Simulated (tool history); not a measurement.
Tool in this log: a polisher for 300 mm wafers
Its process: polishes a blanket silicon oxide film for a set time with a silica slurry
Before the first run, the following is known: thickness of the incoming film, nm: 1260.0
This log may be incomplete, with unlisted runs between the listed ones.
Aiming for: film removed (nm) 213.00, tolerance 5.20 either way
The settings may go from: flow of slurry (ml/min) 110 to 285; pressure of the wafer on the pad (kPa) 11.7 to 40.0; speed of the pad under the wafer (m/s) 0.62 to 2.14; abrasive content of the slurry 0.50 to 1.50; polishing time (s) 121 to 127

| run | day | flow of slurry (ml/min) | pressure of the wafer on the pad (kPa) | speed of the pad under the wafer (m/s) | abrasive content of the slurry | polishing time (s) | film removed (nm) |
|---|---|---|---|---|---|---|---|
| 1 | 0.000 | 180 | 25.5 | 1.38 | 1.00 | 121 | 357.31 |
| 2 | 0.167 | 180 | 25.5 | 1.38 | 0.90 | 121 | 337.63 |
| 3 | 0.375 | 175 | 22.8 | 1.38 | 0.90 | 121 | 306.52 |
| 4 | 0.517 | 175 | 22.8 | 1.66 | 0.90 | 121 | 341.83 |
| 5 | 0.779 | 215 | 22.8 | 1.66 | 0.90 | 121 | 353.23 |
| 6 | 0.867 | 210 | 20.0 | 1.62 | 0.90 | 121 | 310.76 |
| 7 | 1.117 | 205 | 17.9 | 1.60 | 0.90 | 121 | 292.24 |
| 8 | 1.279 | 200 | 16.5 | 1.54 | 0.90 | 121 | 269.63 |
| 9 | 1.450 | 195 | 15.2 | 1.50 | 0.90 | 121 | 249.67 |

Exercise: of the 5 proposed moves below, exactly one satisfies all targets within the stated allowed misses. Which move is it?
| A | 1.621 | 200 | 17.9 | 1.28 | 0.60 | 121 | ? |
| B | 1.621 | 220 | 11.7 | 1.36 | 0.85 | 121 | ? |
| C | 1.621 | 215 | 12.4 | 1.32 | 0.95 | 121 | ? |
| D | 1.621 | 245 | 14.5 | 1.58 | 1.05 | 122 | ? |
| E | 1.621 | 205 | 17.2 | 1.22 | 0.65 | 121 | ? |

| move | film removed (nm) |
|---|---|
| A | 204.09 |
| B | 199.87 |
| C | 215.13 |
| D | 279.10 |
| E | 205.03 |
A: takes the result that was furthest off past its target
B: takes the result that was furthest off past its target
C: every result within its allowed miss
D: misses by more than the last run did
E: takes the result that was furthest off past its target
Answer: C
